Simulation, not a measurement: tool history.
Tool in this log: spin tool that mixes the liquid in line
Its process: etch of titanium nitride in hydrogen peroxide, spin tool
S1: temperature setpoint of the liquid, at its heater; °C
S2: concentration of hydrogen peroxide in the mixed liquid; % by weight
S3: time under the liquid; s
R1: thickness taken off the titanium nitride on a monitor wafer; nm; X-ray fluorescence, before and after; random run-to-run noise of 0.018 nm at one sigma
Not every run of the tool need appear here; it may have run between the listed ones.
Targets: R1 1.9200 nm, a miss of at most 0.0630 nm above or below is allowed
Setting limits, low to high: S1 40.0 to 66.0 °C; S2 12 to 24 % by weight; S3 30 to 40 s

| run | day | S1 | S2 | S3 | R1 |
|---|---|---|---|---|---|
| 1 | 0.000 | 56.0 | 16 | 40 | 2.2961 |
| 2 | 0.071 | 56.0 | 16 | 40 | 2.2730 |
| 3 | 0.138 | 50.5 | 16 | 40 | 1.5385 |
| 4 | 0.254 | 50.5 | 16 | 30 | 1.1696 |
| 5 | 0.354 | 50.5 | 13 | 30 | 1.1020 |
| 6 | 0.596 | 52.5 | 13 | 30 | 1.2649 |
| 7 | 0.817 | 52.5 | 13 | 30 | 1.2716 |
| 8 | 0.900 | 54.0 | 13 | 30 | 1.4159 |
| 9 | 1.138 | 55.0 | 13 | 30 | 1.5216 |
| 10 | 1.225 | 56.0 | 13 | 30 | 1.6194 |
| 11 | 1.429 | 56.5 | 13 | 30 | 1.6886 |
| 12 | 1.654 | 57.0 | 13 | 30 | 1.7340 |
| 13 | 1.929 | 57.5 | 13 | 30 | 1.8260 |

Next run, 5 choices. One meets every target within its allowed miss, the rest don't. Which?
| A | 2.204 | 58.5 | 12 | 30 | ? |
| B | 2.204 | 55.0 | 14 | 35 | ? |
| C | 2.204 | 57.0 | 14 | 30 | ? |
| D | 2.204 | 53.5 | 12 | 40 | ? |
| E | 2.204 | 57.5 | 12 | 35 | ? |

| move | R1 |
|---|---|
| A | 1.9259 |
| B | 1.8206 |
| C | 1.7937 |
| D | 1.8129 |
| E | 2.0975 |
A: meets every target
B: the biggest miss grows against the last run
C: the biggest miss grows against the last run
D: the biggest miss grows against the last run
E: takes the result that was furthest off past its target
A is the move that brings every result within its allowed miss.
